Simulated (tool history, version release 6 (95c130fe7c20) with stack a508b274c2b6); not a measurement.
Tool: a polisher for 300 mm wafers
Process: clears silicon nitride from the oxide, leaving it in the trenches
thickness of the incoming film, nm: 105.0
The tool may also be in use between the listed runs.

run  hour  flow of slurry (ml/min)  pressure of the wafer on the pad (psi)  speed of the pad under the wafer (cm/s)  overpolish time after the end point (s)  time until the end point was called (s)
  1   0.0                      270                                     2.2                                      114                                       15                                   140.40
  2   1.2                      275                                     2.5                                      114                                       15                                   126.64
  3   2.5                      275                                     2.7                                      114                                       15                                   115.11
  4   6.0                      275                                     2.8                                      114                                       15                                   113.67
  5  12.0                      275                                     2.8                                      114                                       15                                   110.81
  6  15.4                      275                                     2.9                                      114                                       15                                   108.72

The next listed run, before its measurement:
  7  17.5                      275                                     3.0                                      114                                       15                                        ?

time until the end point was called (s): 106.25
